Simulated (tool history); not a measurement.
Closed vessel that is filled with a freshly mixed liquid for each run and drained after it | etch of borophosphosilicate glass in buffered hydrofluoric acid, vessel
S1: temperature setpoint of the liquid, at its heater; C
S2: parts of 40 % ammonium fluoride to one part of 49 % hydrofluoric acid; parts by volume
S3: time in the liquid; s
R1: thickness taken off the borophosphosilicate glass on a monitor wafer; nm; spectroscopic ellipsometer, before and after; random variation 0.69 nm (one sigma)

run,hour,S1,S2,S3,R1
1,0,25,17,105,143.6
2,8.3,25,17,105,144.18
3,17,25,17,105,144.77
4,23.8,26,17,105,152.05
5,26.9,23,17,105,128.87
6,32.7,23,14,105,156.86

Forecast run 7:
7,35.7,23,14,105,?

R1: 158.02 nm
